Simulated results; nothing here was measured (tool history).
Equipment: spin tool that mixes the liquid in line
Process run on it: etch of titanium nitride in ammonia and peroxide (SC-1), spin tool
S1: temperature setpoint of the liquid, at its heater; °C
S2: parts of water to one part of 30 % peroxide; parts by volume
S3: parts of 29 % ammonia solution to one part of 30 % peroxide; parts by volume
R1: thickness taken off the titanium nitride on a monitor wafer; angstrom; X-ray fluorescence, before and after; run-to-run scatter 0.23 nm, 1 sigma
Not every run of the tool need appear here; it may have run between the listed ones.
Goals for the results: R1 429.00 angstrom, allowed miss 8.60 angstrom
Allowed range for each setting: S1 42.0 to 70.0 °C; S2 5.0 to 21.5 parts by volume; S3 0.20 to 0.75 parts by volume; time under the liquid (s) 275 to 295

{"run": 1, "hour": 0.0, "S1": 58.0, "S2": 12.0, "S3": 0.45, "time under the liquid (s)": 275, "R1": 168.59}
{"run": 2, "hour": 9.0, "S1": 58.0, "S2": 14.5, "S3": 0.45, "time under the liquid (s)": 275, "R1": 151.94}
{"run": 3, "hour": 14.3, "S1": 58.0, "S2": 14.5, "S3": 0.5, "time under the liquid (s)": 275, "R1": 156.31}
{"run": 4, "hour": 19.0, "S1": 58.0, "S2": 16.5, "S3": 0.5, "time under the liquid (s)": 275, "R1": 145.77}
{"run": 5, "hour": 22.6, "S1": 58.0, "S2": 12.5, "S3": 0.5, "time under the liquid (s)": 275, "R1": 165.71}
{"run": 6, "hour": 28.3, "S1": 58.0, "S2": 12.5, "S3": 0.5, "time under the liquid (s)": 275, "R1": 168.43}
{"run": 7, "hour": 34.7, "S1": 60.0, "S2": 12.0, "S3": 0.5, "time under the liquid (s)": 275, "R1": 197.47}
{"run": 8, "hour": 38.4, "S1": 61.5, "S2": 11.5, "S3": 0.5, "time under the liquid (s)": 275, "R1": 221.59}
{"run": 9, "hour": 45.7, "S1": 63.0, "S2": 11.0, "S3": 0.5, "time under the liquid (s)": 275, "R1": 248.14}
{"run": 10, "hour": 54.3, "S1": 70.0, "S2": 8.5, "S3": 0.5, "time under the liquid (s)": 275, "R1": 440.68}

Which one of the following 5 next-run settings gets every result inside its allowed miss? There is exactly one.
{"run": "A", "hour": 62.9, "S1": 69.0, "S2": 7.0, "S3": 0.45, "time under the liquid (s)": 275, "R1": "?"}
{"run": "B", "hour": 62.9, "S1": 69.0, "S2": 8.5, "S3": 0.5, "time under the liquid (s)": 285, "R1": "?"}
{"run": "C", "hour": 62.9, "S1": 68.0, "S2": 6.5, "S3": 0.5, "time under the liquid (s)": 275, "R1": "?"}
{"run": "D", "hour": 62.9, "S1": 70.0, "S2": 7.5, "S3": 0.4, "time under the liquid (s)": 275, "R1": "?"}
{"run": "E", "hour": 62.9, "S1": 69.5, "S2": 7.5, "S3": 0.5, "time under the liquid (s)": 275, "R1": "?"}

move=A R1=447.04
move=B R1=427.69
move=C R1=443.29
move=D R1=450.31
move=E R1=453.47
A: further off than the last run
B: meets every target
C: further off than the last run
D: further off than the last run
E: further off than the last run
Answer: B
